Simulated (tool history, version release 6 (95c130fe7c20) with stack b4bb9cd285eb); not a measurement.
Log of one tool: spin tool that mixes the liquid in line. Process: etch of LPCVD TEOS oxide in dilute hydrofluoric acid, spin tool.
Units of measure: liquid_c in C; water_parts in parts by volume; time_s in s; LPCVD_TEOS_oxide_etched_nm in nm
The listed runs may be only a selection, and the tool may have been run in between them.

{"run": 1, "hour": 0.0, "liquid_c": 25, "water_parts": 300, "time_s": 100, "LPCVD_TEOS_oxide_etched_nm": 6.3831}
{"run": 2, "hour": 7.5, "liquid_c": 25, "water_parts": 230, "time_s": 100, "LPCVD_TEOS_oxide_etched_nm": 8.8502}
{"run": 3, "hour": 8.3, "liquid_c": 28.5, "water_parts": 230, "time_s": 100, "LPCVD_TEOS_oxide_etched_nm": 10.086}
{"run": 4, "hour": 11.8, "liquid_c": 26.5, "water_parts": 240, "time_s": 100, "LPCVD_TEOS_oxide_etched_nm": 8.8911}
{"run": 5, "hour": 13.2, "liquid_c": 25, "water_parts": 245, "time_s": 100, "LPCVD_TEOS_oxide_etched_nm": 8.2162}
{"run": 6, "hour": 16.3, "liquid_c": 25, "water_parts": 320, "time_s": 100, "LPCVD_TEOS_oxide_etched_nm": 5.8431}

What does the tool deliver on the next run?
{"run": 7, "hour": 20.0, "liquid_c": 24.5, "water_parts": 320, "time_s": 100, "LPCVD_TEOS_oxide_etched_nm": "?"}

LPCVD_TEOS_oxide_etched_nm: 5.669 nm
